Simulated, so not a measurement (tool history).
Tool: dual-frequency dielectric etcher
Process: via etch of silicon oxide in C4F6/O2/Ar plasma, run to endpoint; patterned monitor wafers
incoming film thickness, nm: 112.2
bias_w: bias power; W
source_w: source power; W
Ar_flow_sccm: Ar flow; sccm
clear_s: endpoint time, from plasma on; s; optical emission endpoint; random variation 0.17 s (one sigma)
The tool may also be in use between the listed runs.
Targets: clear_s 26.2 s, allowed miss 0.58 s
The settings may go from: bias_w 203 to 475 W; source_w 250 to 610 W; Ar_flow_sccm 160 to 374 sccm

| run | day | bias_w | source_w | Ar_flow_sccm | clear_s |
|---|---|---|---|---|---|
| 1 | 0 | 339 | 430 | 267 | 29.509 |
| 2 | 0.062 | 339 | 430 | 312 | 29.608 |
| 3 | 0.108 | 357 | 440 | 312 | 28.494 |
| 4 | 0.242 | 367 | 440 | 312 | 28.234 |
| 5 | 0.379 | 367 | 440 | 290 | 28.175 |
| 6 | 0.571 | 376 | 440 | 290 | 27.845 |
| 7 | 0.904 | 384 | 440 | 290 | 26.883 |
| 8 | 1.138 | 386 | 440 | 290 | 27.1 |
| 9 | 1.317 | 390 | 440 | 290 | 26.858 |
| 10 | 1.629 | 393 | 440 | 290 | 27.086 |
| 11 | 1.883 | 397 | 440 | 290 | 26.825 |

4 next moves are on the table. One of them brings every result within its allowed miss. Which?
| A | 2.138 | 403 | 380 | 314 | ? |
| B | 2.138 | 362 | 420 | 223 | ? |
| C | 2.138 | 387 | 490 | 319 | ? |
| D | 2.138 | 372 | 460 | 314 | ? |

| move | clear_s |
|---|---|
| A | 27.96 |
| B | 27.735 |
| C | 26.252 |
| D | 27.366 |
A: further off than the last run
B: further off than the last run
C: meets every target
D: further off than the last run
The right move is C.
